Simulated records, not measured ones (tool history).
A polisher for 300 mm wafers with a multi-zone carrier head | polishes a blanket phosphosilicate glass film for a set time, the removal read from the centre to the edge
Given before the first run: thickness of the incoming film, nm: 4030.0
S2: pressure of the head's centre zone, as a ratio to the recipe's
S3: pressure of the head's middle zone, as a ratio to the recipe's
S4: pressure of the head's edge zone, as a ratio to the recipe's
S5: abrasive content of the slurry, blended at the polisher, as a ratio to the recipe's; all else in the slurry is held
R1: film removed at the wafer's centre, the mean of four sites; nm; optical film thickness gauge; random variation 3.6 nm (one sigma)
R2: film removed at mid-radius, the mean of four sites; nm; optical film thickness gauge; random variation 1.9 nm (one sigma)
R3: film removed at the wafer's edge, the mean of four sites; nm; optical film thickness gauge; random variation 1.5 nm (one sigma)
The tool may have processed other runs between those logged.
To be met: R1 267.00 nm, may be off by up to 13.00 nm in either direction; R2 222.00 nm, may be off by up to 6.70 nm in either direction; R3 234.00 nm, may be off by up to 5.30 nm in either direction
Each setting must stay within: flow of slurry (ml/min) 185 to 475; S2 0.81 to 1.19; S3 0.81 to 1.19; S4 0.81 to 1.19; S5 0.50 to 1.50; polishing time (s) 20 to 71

run 1 hour=0.0 | flow_of_slurry_(ml/min)=305 S2=1.00 S3=1.00 S4=1.00 S5=1.00 polishing_time_(s)=45 | R1=278.00 R2=287.07 R3=277.92
run 2 hour=6.7 | flow_of_slurry_(ml/min)=350 S2=1.00 S3=1.00 S4=1.00 S5=1.00 polishing_time_(s)=45 | R1=290.79 R2=288.65 R3=284.02
run 3 hour=13.5 | flow_of_slurry_(ml/min)=285 S2=1.00 S3=1.00 S4=1.00 S5=1.00 polishing_time_(s)=45 | R1=282.37 R2=283.27 R3=279.77
run 4 hour=17.1 | flow_of_slurry_(ml/min)=285 S2=1.01 S3=0.98 S4=0.98 S5=0.95 polishing_time_(s)=45 | R1=276.29 R2=266.50 R3=266.20
run 5 hour=24.2 | flow_of_slurry_(ml/min)=280 S2=1.01 S3=0.97 S4=0.96 S5=0.95 polishing_time_(s)=45 | R1=277.36 R2=266.13 R3=264.34
run 6 hour=31.9 | flow_of_slurry_(ml/min)=275 S2=1.01 S3=0.95 S4=0.94 S5=0.95 polishing_time_(s)=45 | R1=264.46 R2=265.71 R3=262.23
run 7 hour=37.2 | flow_of_slurry_(ml/min)=305 S2=1.11 S3=0.85 S4=0.95 S5=0.70 polishing_time_(s)=45 | R1=242.57 R2=192.11 R3=212.34
run 8 hour=45.8 | flow_of_slurry_(ml/min)=305 S2=1.11 S3=0.86 S4=0.96 S5=0.70 polishing_time_(s)=45 | R1=239.52 R2=192.81 R3=210.25

Consider the 4 candidate settings below. Which is the only one whose results all fall within their allowed miss of target?
run A hour=54.4 | flow_of_slurry_(ml/min)=305 S2=1.12 S3=0.90 S4=0.96 S5=0.75 polishing_time_(s)=47 | R1=? R2=? R3=?
run B hour=54.4 | flow_of_slurry_(ml/min)=260 S2=1.03 S3=0.91 S4=0.98 S5=0.70 polishing_time_(s)=50 | R1=? R2=? R3=?
run C hour=54.4 | flow_of_slurry_(ml/min)=300 S2=1.09 S3=0.81 S4=0.99 S5=0.75 polishing_time_(s)=48 | R1=? R2=? R3=?
run D hour=54.4 | flow_of_slurry_(ml/min)=465 S2=0.95 S3=0.85 S4=0.96 S5=0.75 polishing_time_(s)=48 | R1=? R2=? R3=?

move=A R1=266.26 R2=221.63 R3=232.85
move=B R1=241.25 R2=220.95 R3=233.00
move=C R1=263.98 R2=207.27 R3=241.34
move=D R1=238.49 R2=223.06 R3=243.89
A: each result inside its tolerance
B: brings the result that was furthest off to its target, and leaves another outside
C: takes the result that was furthest off past its target
D: takes the result that was furthest off past its target
The right move is A.
